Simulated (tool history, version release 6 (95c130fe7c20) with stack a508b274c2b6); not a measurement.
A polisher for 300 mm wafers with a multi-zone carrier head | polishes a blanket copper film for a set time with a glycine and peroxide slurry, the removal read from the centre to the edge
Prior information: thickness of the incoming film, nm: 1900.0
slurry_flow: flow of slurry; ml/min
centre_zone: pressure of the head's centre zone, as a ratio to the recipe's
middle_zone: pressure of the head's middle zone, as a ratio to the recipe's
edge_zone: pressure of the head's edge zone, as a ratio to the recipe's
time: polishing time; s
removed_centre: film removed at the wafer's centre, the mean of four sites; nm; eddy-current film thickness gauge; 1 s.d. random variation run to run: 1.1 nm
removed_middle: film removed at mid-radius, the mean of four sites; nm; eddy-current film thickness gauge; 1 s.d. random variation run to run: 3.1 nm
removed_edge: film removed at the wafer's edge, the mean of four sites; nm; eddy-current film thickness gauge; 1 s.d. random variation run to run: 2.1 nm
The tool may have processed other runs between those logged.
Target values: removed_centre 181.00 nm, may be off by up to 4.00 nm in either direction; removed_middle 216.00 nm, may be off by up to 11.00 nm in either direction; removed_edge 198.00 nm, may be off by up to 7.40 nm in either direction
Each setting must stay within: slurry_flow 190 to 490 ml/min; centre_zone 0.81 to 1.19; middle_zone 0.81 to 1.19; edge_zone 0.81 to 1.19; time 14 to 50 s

{"run": 1, "hour": 0.0, "slurry_flow": 315, "centre_zone": 1.0, "middle_zone": 1.0, "edge_zone": 1.0, "time": 32, "removed_centre": 255.1, "removed_middle": 253.63, "removed_edge": 248.55}
{"run": 2, "hour": 2.2, "slurry_flow": 315, "centre_zone": 1.0, "middle_zone": 0.97, "edge_zone": 1.0, "time": 32, "removed_centre": 251.12, "removed_middle": 249.46, "removed_edge": 251.51}
{"run": 3, "hour": 4.0, "slurry_flow": 310, "centre_zone": 0.97, "middle_zone": 0.98, "edge_zone": 0.97, "time": 31, "removed_centre": 236.31, "removed_middle": 237.16, "removed_edge": 242.28}
{"run": 4, "hour": 5.2, "slurry_flow": 310, "centre_zone": 0.95, "middle_zone": 1.01, "edge_zone": 0.96, "time": 30, "removed_centre": 224.26, "removed_middle": 240.36, "removed_edge": 228.34}
{"run": 5, "hour": 6.7, "slurry_flow": 305, "centre_zone": 0.93, "middle_zone": 1.01, "edge_zone": 0.94, "time": 29, "removed_centre": 211.46, "removed_middle": 227.01, "removed_edge": 216.11}
{"run": 6, "hour": 15.5, "slurry_flow": 300, "centre_zone": 0.91, "middle_zone": 1.01, "edge_zone": 0.93, "time": 29, "removed_centre": 207.96, "removed_middle": 229.56, "removed_edge": 218.68}
{"run": 7, "hour": 21.8, "slurry_flow": 300, "centre_zone": 0.89, "middle_zone": 1.01, "edge_zone": 0.91, "time": 29, "removed_centre": 202.18, "removed_middle": 232.45, "removed_edge": 210.69}
{"run": 8, "hour": 25.0, "slurry_flow": 295, "centre_zone": 0.88, "middle_zone": 1.0, "edge_zone": 0.9, "time": 29, "removed_centre": 201.22, "removed_middle": 225.95, "removed_edge": 214.29}
{"run": 9, "hour": 33.0, "slurry_flow": 295, "centre_zone": 0.87, "middle_zone": 1.0, "edge_zone": 0.89, "time": 29, "removed_centre": 197.7, "removed_middle": 224.7, "removed_edge": 215.24}
{"run": 10, "hour": 36.3, "slurry_flow": 295, "centre_zone": 0.86, "middle_zone": 1.0, "edge_zone": 0.88, "time": 29, "removed_centre": 196.28, "removed_middle": 231.97, "removed_edge": 213.55}
{"run": 11, "hour": 45.0, "slurry_flow": 290, "centre_zone": 0.86, "middle_zone": 1.0, "edge_zone": 0.87, "time": 29, "removed_centre": 195.99, "removed_middle": 229.89, "removed_edge": 210.07}
{"run": 12, "hour": 46.3, "slurry_flow": 285, "centre_zone": 0.85, "middle_zone": 0.99, "edge_zone": 0.86, "time": 29, "removed_centre": 193.27, "removed_middle": 224.57, "removed_edge": 211.7}
{"run": 13, "hour": 50.3, "slurry_flow": 280, "centre_zone": 0.85, "middle_zone": 0.99, "edge_zone": 0.85, "time": 29, "removed_centre": 191.62, "removed_middle": 226.58, "removed_edge": 209.28}
{"run": 14, "hour": 52.1, "slurry_flow": 280, "centre_zone": 0.85, "middle_zone": 0.99, "edge_zone": 0.85, "time": 29, "removed_centre": 191.91, "removed_middle": 224.4, "removed_edge": 212.54}
{"run": 15, "hour": 56.9, "slurry_flow": 285, "centre_zone": 0.85, "middle_zone": 1.0, "edge_zone": 0.85, "time": 28, "removed_centre": 188.1, "removed_middle": 218.85, "removed_edge": 202.99}
{"run": 16, "hour": 61.6, "slurry_flow": 280, "centre_zone": 0.85, "middle_zone": 1.0, "edge_zone": 0.85, "time": 28, "removed_centre": 185.18, "removed_middle": 215.07, "removed_edge": 199.93}
{"run": 17, "hour": 63.2, "slurry_flow": 275, "centre_zone": 0.85, "middle_zone": 1.0, "edge_zone": 0.85, "time": 28, "removed_centre": 185.82, "removed_middle": 220.35, "removed_edge": 201.62}

Which single option among these 5 for the next run brings every result within its allowed miss of target? Just one does.
{"run": "A", "hour": 64.8, "slurry_flow": 350, "centre_zone": 0.92, "middle_zone": 1.03, "edge_zone": 0.82, "time": 27, "removed_centre": "?", "removed_middle": "?", "removed_edge": "?"}
{"run": "B", "hour": 64.8, "slurry_flow": 315, "centre_zone": 0.84, "middle_zone": 1.03, "edge_zone": 0.81, "time": 29, "removed_centre": "?", "removed_middle": "?", "removed_edge": "?"}
{"run": "C", "hour": 64.8, "slurry_flow": 220, "centre_zone": 0.86, "middle_zone": 1.02, "edge_zone": 0.82, "time": 29, "removed_centre": "?", "removed_middle": "?", "removed_edge": "?"}
{"run": "D", "hour": 64.8, "slurry_flow": 300, "centre_zone": 0.9, "middle_zone": 1.05, "edge_zone": 0.81, "time": 27, "removed_centre": "?", "removed_middle": "?", "removed_edge": "?"}
{"run": "E", "hour": 64.8, "slurry_flow": 235, "centre_zone": 0.85, "middle_zone": 1.02, "edge_zone": 0.84, "time": 28, "removed_centre": "?", "removed_middle": "?", "removed_edge": "?"}

move=A removed_centre=198.21 removed_middle=222.57 removed_edge=195.09
move=B removed_centre=192.14 removed_middle=236.84 removed_edge=207.03
move=C removed_centre=187.45 removed_middle=224.89 removed_edge=201.31
move=D removed_centre=190.77 removed_middle=222.96 removed_edge=191.98
move=E removed_centre=180.75 removed_middle=219.18 removed_edge=197.51
A: lands further from the targets than the last run did
B: lands further from the targets than the last run did
C: lands further from the targets than the last run did
D: lands further from the targets than the last run did
E: in spec on every target
Move E is the one to make.
